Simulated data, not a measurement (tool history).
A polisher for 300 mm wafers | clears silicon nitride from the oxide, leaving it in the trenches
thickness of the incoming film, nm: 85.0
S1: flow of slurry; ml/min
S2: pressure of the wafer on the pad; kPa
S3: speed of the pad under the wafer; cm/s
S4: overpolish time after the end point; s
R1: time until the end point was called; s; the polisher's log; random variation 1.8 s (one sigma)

Run 1, day 0: S1 285 ml/min, S2 17.9 kPa, S3 106 cm/s, S4 27 s. Result: R1 104.95 s.
Run 2, day 0.088: S1 285 ml/min, S2 20 kPa, S3 106 cm/s, S4 27 s. Result: R1 93.271 s.
Run 3, day 0.175: S1 285 ml/min, S2 21.4 kPa, S3 106 cm/s, S4 27 s. Result: R1 86.94 s.
Run 4, day 0.321: S1 285 ml/min, S2 25.5 kPa, S3 106 cm/s, S4 27 s. Result: R1 71.492 s.
Run 5, day 0.438: S1 235 ml/min, S2 25.5 kPa, S3 106 cm/s, S4 27 s. Result: R1 74.684 s.
Run 6, day 0.471: S1 220 ml/min, S2 20 kPa, S3 100 cm/s, S4 27 s. Result: R1 99.642 s.
Run 7, day 0.517: S1 220 ml/min, S2 15.9 kPa, S3 92 cm/s, S4 27 s. Result: R1 136.77 s.

Run 8 comes next. What will it give?
Run 8, day 0.55: S1 220 ml/min, S2 13.1 kPa, S3 90 cm/s, S4 27 s. Result: R1 ?.

Run 8 gave R1 169.01 s.
